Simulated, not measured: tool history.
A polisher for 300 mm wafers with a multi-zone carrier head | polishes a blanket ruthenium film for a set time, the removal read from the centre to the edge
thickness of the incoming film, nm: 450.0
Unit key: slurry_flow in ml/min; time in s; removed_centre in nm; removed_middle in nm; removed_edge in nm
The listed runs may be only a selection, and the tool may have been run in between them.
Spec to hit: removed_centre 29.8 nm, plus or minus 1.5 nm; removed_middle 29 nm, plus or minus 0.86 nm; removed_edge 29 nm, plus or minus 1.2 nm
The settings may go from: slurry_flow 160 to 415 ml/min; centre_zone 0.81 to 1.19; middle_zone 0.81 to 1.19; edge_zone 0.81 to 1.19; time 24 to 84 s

Run 1, hour 0: slurry_flow 265 ml/min, centre_zone 1, middle_zone 1, edge_zone 1, time 54 s. Result: removed_centre 42.716 nm, removed_middle 42.866 nm, removed_edge 42.247 nm.
Run 2, hour 1.2: slurry_flow 265 ml/min, centre_zone 0.99, middle_zone 0.99, edge_zone 0.98, time 52 s. Result: removed_centre 41.184 nm, removed_middle 41.384 nm, removed_edge 41.482 nm.
Run 3, hour 7.3: slurry_flow 265 ml/min, centre_zone 0.99, middle_zone 1.02, edge_zone 0.98, time 52 s. Result: removed_centre 40.84 nm, removed_middle 42.149 nm, removed_edge 41.214 nm.
Run 4, hour 8.9: slurry_flow 265 ml/min, centre_zone 0.99, middle_zone 1.02, edge_zone 0.98, time 45 s. Result: removed_centre 35.664 nm, removed_middle 36.728 nm, removed_edge 34.913 nm.
Run 5, hour 10.9: slurry_flow 265 ml/min, centre_zone 0.99, middle_zone 1.02, edge_zone 0.98, time 50 s. Result: removed_centre 38.753 nm, removed_middle 41.08 nm, removed_edge 39.094 nm.
Run 6, hour 13.3: slurry_flow 265 ml/min, centre_zone 0.99, middle_zone 1.01, edge_zone 0.98, time 48 s. Result: removed_centre 37.689 nm, removed_middle 38.936 nm, removed_edge 37.542 nm.
Run 7, hour 20.8: slurry_flow 265 ml/min, centre_zone 0.99, middle_zone 1, edge_zone 0.98, time 46 s. Result: removed_centre 36.477 nm, removed_middle 37.238 nm, removed_edge 35.74 nm.
Run 8, hour 26.3: slurry_flow 265 ml/min, centre_zone 0.98, middle_zone 0.99, edge_zone 0.98, time 45 s. Result: removed_centre 35.186 nm, removed_middle 35.637 nm, removed_edge 35.126 nm.

Which single option among these 5 for the next run brings every result within its allowed miss of target? Just one does.
Run A, hour 31.8: slurry_flow 215 ml/min, centre_zone 1.01, middle_zone 0.88, edge_zone 0.95, time 39 s. Result: removed_centre ?, removed_middle ?, removed_edge ?.
Run B, hour 31.8: slurry_flow 280 ml/min, centre_zone 0.82, middle_zone 0.98, edge_zone 0.98, time 40 s. Result: removed_centre ?, removed_middle ?, removed_edge ?.
Run C, hour 31.8: slurry_flow 410 ml/min, centre_zone 0.96, middle_zone 0.98, edge_zone 0.99, time 33 s. Result: removed_centre ?, removed_middle ?, removed_edge ?.
Run D, hour 31.8: slurry_flow 355 ml/min, centre_zone 0.97, middle_zone 0.93, edge_zone 0.93, time 37 s. Result: removed_centre ?, removed_middle ?, removed_edge ?.
Run E, hour 31.8: slurry_flow 260 ml/min, centre_zone 0.87, middle_zone 0.95, edge_zone 0.94, time 38 s. Result: removed_centre ?, removed_middle ?, removed_edge ?.

move  removed_centre  removed_middle  removed_edge
   A           29.56          27.182        29.351
   B          25.569          31.616        31.328
   C          25.704          26.991        26.681
   D          28.746          28.634        28.804
   E           25.53              29        28.998
A: moves the result that the last run missed by most past its target, out the other side
B: nearer the targets than the last run, but a result is still out of spec
C: moves the result that the last run missed by most past its target, out the other side
D: every result within its allowed miss
E: the worst result of the last run now meets its target, but another is out of spec
The right move is D.
